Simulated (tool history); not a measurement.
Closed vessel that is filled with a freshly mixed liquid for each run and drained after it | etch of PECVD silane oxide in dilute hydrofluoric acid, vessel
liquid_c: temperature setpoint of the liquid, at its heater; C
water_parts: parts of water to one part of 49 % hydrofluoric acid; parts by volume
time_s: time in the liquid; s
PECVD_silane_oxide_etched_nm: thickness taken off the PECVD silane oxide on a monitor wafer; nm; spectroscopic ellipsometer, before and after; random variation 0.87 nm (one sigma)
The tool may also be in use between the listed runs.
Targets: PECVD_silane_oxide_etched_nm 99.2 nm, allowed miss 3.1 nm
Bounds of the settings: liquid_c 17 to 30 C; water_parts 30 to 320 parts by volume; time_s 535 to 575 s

{"run": 1, "hour": 0.0, "liquid_c": 22, "water_parts": 175, "time_s": 535, "PECVD_silane_oxide_etched_nm": 76.587}
{"run": 2, "hour": 0.7, "liquid_c": 23.5, "water_parts": 175, "time_s": 535, "PECVD_silane_oxide_etched_nm": 81.54}
{"run": 3, "hour": 5.9, "liquid_c": 24.5, "water_parts": 175, "time_s": 535, "PECVD_silane_oxide_etched_nm": 83.733}
{"run": 4, "hour": 12.7, "liquid_c": 22.5, "water_parts": 175, "time_s": 535, "PECVD_silane_oxide_etched_nm": 79.449}
{"run": 5, "hour": 13.4, "liquid_c": 22.5, "water_parts": 205, "time_s": 535, "PECVD_silane_oxide_etched_nm": 65.766}
{"run": 6, "hour": 20.8, "liquid_c": 24, "water_parts": 195, "time_s": 535, "PECVD_silane_oxide_etched_nm": 72.537}
{"run": 7, "hour": 29.5, "liquid_c": 25.5, "water_parts": 190, "time_s": 535, "PECVD_silane_oxide_etched_nm": 79.208}
{"run": 8, "hour": 36.5, "liquid_c": 26.5, "water_parts": 185, "time_s": 535, "PECVD_silane_oxide_etched_nm": 84.783}
{"run": 9, "hour": 41.9, "liquid_c": 27.5, "water_parts": 185, "time_s": 535, "PECVD_silane_oxide_etched_nm": 88.398}
{"run": 10, "hour": 48.0, "liquid_c": 28, "water_parts": 185, "time_s": 535, "PECVD_silane_oxide_etched_nm": 89.735}
{"run": 11, "hour": 56.9, "liquid_c": 28, "water_parts": 185, "time_s": 535, "PECVD_silane_oxide_etched_nm": 89.45}
{"run": 12, "hour": 64.2, "liquid_c": 28.5, "water_parts": 185, "time_s": 535, "PECVD_silane_oxide_etched_nm": 91.048}
{"run": 13, "hour": 65.6, "liquid_c": 29, "water_parts": 185, "time_s": 535, "PECVD_silane_oxide_etched_nm": 93.313}

5 next moves are on the table. One of them brings every result within its allowed miss. Which?
{"run": "A", "hour": 67.0, "liquid_c": 30, "water_parts": 205, "time_s": 575, "PECVD_silane_oxide_etched_nm": "?"}
{"run": "B", "hour": 67.0, "liquid_c": 30, "water_parts": 210, "time_s": 545, "PECVD_silane_oxide_etched_nm": "?"}
{"run": "C", "hour": 67.0, "liquid_c": 28.5, "water_parts": 205, "time_s": 575, "PECVD_silane_oxide_etched_nm": "?"}
{"run": "D", "hour": 67.0, "liquid_c": 29.5, "water_parts": 195, "time_s": 535, "PECVD_silane_oxide_etched_nm": "?"}
{"run": "E", "hour": 67.0, "liquid_c": 28, "water_parts": 180, "time_s": 575, "PECVD_silane_oxide_etched_nm": "?"}

move=A PECVD_silane_oxide_etched_nm=90.874
move=B PECVD_silane_oxide_etched_nm=83.572
move=C PECVD_silane_oxide_etched_nm=86.261
move=D PECVD_silane_oxide_etched_nm=88.434
move=E PECVD_silane_oxide_etched_nm=99.437
A: further off than the last run
B: further off than the last run
C: further off than the last run
D: further off than the last run
E: meets every target
Answer: E
